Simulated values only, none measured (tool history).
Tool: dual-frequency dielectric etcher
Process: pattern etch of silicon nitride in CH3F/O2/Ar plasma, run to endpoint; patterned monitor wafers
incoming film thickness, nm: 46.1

| run | hour | source power (kW) | bias power (kW) | endpoint time (s) |
|---|---|---|---|---|
| 1 | 0.0 | 0.380 | 0.087 | 62.705 |
| 2 | 2.2 | 0.420 | 0.090 | 60.679 |
| 3 | 9.4 | 0.420 | 0.081 | 63.560 |
| 4 | 15.8 | 0.420 | 0.071 | 67.210 |
| 5 | 23.1 | 0.450 | 0.081 | 61.804 |
| 6 | 31.3 | 0.450 | 0.068 | 66.418 |
| 7 | 34.0 | 0.480 | 0.077 | 62.202 |
| 8 | 36.4 | 0.500 | 0.084 | 59.279 |

The next listed run, before its measurement:
| 9 | 43.6 | 0.510 | 0.089 | ? |

Run 9 gave endpoint time (s) 58.145.
